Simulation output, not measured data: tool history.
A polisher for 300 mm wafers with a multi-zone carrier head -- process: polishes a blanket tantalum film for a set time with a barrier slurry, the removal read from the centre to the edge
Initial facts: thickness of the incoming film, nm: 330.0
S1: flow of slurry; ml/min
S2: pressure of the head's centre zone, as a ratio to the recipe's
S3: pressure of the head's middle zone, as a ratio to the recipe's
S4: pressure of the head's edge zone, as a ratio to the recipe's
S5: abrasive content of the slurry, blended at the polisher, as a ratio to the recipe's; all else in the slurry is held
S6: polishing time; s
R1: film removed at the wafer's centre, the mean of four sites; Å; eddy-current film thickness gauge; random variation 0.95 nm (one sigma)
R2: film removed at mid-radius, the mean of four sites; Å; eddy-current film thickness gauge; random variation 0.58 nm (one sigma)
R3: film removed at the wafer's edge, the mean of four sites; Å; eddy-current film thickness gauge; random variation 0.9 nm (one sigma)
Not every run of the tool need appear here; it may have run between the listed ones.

Run 1, hour 0.0: S1 190 ml/min, S2 1.00, S3 1.00, S4 1.00, S5 1.00, S6 59 s. Result: R1 1295.10 Å, R2 1244.70 Å, R3 1316.30 Å.
Run 2, hour 5.1: S1 190 ml/min, S2 1.00, S3 1.00, S4 1.05, S5 1.00, S6 59 s. Result: R1 1273.10 Å, R2 1278.60 Å, R3 1361.80 Å.
Run 3, hour 10.1: S1 190 ml/min, S2 1.00, S3 0.95, S4 1.05, S5 1.00, S6 59 s. Result: R1 1239.00 Å, R2 1220.10 Å, R3 1349.50 Å.
Run 4, hour 14.8: S1 155 ml/min, S2 1.00, S3 0.95, S4 1.05, S5 1.00, S6 59 s. Result: R1 1223.60 Å, R2 1161.70 Å, R3 1315.80 Å.
Run 5, hour 17.3: S1 155 ml/min, S2 0.99, S3 0.94, S4 1.04, S5 0.95, S6 57 s. Result: R1 1169.20 Å, R2 1126.10 Å, R3 1243.60 Å.
Run 6, hour 26.1: S1 150 ml/min, S2 0.99, S3 0.93, S4 1.05, S5 0.95, S6 54 s. Result: R1 1071.50 Å, R2 1059.80 Å, R3 1170.50 Å.
Run 7, hour 26.8: S1 150 ml/min, S2 0.99, S3 0.93, S4 1.05, S5 0.95, S6 54 s. Result: R1 1056.80 Å, R2 1055.50 Å, R3 1143.10 Å.
Run 8, hour 28.1: S1 145 ml/min, S2 1.00, S3 0.92, S4 1.06, S5 0.95, S6 51 s. Result: R1 1018.70 Å, R2 963.92 Å, R3 1098.70 Å.
Run 9, hour 31.1: S1 145 ml/min, S2 1.00, S3 0.91, S4 1.06, S5 0.90, S6 49 s. Result: R1 959.76 Å, R2 923.36 Å, R3 1039.80 Å.
Run 10, hour 34.6: S1 145 ml/min, S2 1.00, S3 0.90, S4 1.06, S5 0.85, S6 48 s. Result: R1 915.91 Å, R2 880.24 Å, R3 1034.30 Å.
Run 11, hour 39.1: S1 140 ml/min, S2 1.00, S3 0.90, S4 1.05, S5 0.80, S6 47 s. Result: R1 898.41 Å, R2 849.00 Å, R3 964.01 Å.
Run 12, hour 40.7: S1 130 ml/min, S2 0.90, S3 0.81, S4 1.08, S5 0.55, S6 37 s. Result: R1 586.94 Å, R2 551.18 Å, R3 703.09 Å.
Run 13, hour 41.9: S1 135 ml/min, S2 0.91, S3 0.82, S4 1.08, S5 0.55, S6 37 s. Result: R1 597.54 Å, R2 554.62 Å, R3 720.31 Å.

Predict the results of run 14:
Run 14, hour 46.7: S1 180 ml/min, S2 0.97, S3 0.92, S4 0.98, S5 0.55, S6 37 s. Result: R1 ?, R2 ?, R3 ?.

{"run 14": {"R1": 652.43, "R2": 638.68, "R3": 687.72}}

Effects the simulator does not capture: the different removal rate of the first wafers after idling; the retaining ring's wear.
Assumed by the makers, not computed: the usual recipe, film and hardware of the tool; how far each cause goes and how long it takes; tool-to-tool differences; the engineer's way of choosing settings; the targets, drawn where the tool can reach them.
